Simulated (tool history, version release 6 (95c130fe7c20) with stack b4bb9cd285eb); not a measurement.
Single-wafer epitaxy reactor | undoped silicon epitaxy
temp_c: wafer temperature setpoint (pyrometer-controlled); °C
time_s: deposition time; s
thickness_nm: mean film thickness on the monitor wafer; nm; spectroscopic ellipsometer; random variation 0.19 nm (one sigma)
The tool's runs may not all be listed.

Run 1, hour 0: temp_c 650 °C, time_s 310 s. Result: thickness_nm 57.518 nm.
Run 2, hour 7.4: temp_c 647 °C, time_s 310 s. Result: thickness_nm 53.302 nm.
Run 3, hour 11.7: temp_c 647 °C, time_s 351 s. Result: thickness_nm 60.259 nm.
Run 4, hour 13.5: temp_c 644 °C, time_s 351 s. Result: thickness_nm 55.861 nm.
Run 5, hour 21.4: temp_c 642 °C, time_s 351 s. Result: thickness_nm 53.582 nm.
Run 6, hour 25.1: temp_c 640 °C, time_s 351 s. Result: thickness_nm 50.575 nm.
Run 7, hour 26.1: temp_c 638 °C, time_s 351 s. Result: thickness_nm 48.253 nm.

Forecast run 8:
Run 8, hour 33.2: temp_c 637 °C, time_s 351 s. Result: thickness_nm ?.

thickness_nm: 47.149 nm
